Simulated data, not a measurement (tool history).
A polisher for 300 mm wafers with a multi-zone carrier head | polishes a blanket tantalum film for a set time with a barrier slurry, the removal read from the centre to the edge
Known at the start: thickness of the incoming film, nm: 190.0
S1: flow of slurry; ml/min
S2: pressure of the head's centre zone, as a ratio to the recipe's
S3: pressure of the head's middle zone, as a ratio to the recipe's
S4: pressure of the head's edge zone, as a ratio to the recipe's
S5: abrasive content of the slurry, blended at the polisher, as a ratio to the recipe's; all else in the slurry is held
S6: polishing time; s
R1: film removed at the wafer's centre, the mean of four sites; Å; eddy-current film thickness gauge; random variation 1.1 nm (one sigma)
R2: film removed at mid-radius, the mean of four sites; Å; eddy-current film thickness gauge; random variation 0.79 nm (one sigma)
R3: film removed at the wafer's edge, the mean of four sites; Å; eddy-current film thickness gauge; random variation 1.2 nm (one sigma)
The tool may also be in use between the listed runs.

| run | hour | S1 | S2 | S3 | S4 | S5 | S6 | R1 | R2 | R3 |
|---|---|---|---|---|---|---|---|---|---|---|
| 1 | 0.0 | 295 | 1.00 | 1.00 | 1.00 | 1.00 | 60 | 701.90 | 718.84 | 710.16 |
| 2 | 7.3 | 300 | 1.01 | 1.02 | 1.01 | 1.05 | 61 | 731.64 | 759.29 | 758.66 |
| 3 | 11.1 | 300 | 1.06 | 1.02 | 1.01 | 1.05 | 61 | 785.96 | 767.75 | 750.83 |
| 4 | 17.0 | 300 | 1.06 | 1.02 | 0.93 | 1.05 | 61 | 774.48 | 758.60 | 708.85 |
| 5 | 24.7 | 305 | 1.07 | 1.04 | 0.94 | 1.10 | 61 | 803.80 | 781.54 | 743.80 |
| 6 | 28.8 | 305 | 1.07 | 1.09 | 0.94 | 1.10 | 61 | 781.51 | 814.94 | 725.14 |
| 7 | 35.1 | 310 | 1.08 | 1.10 | 0.95 | 1.15 | 62 | 837.03 | 849.80 | 751.93 |

Run 8 comes next. What will it give?
| 8 | 41.7 | 310 | 1.08 | 1.10 | 0.95 | 1.15 | 62 | ? | ? | ? |

{"run 8": {"R1": 832.94, "R2": 850.84, "R3": 758.09}}

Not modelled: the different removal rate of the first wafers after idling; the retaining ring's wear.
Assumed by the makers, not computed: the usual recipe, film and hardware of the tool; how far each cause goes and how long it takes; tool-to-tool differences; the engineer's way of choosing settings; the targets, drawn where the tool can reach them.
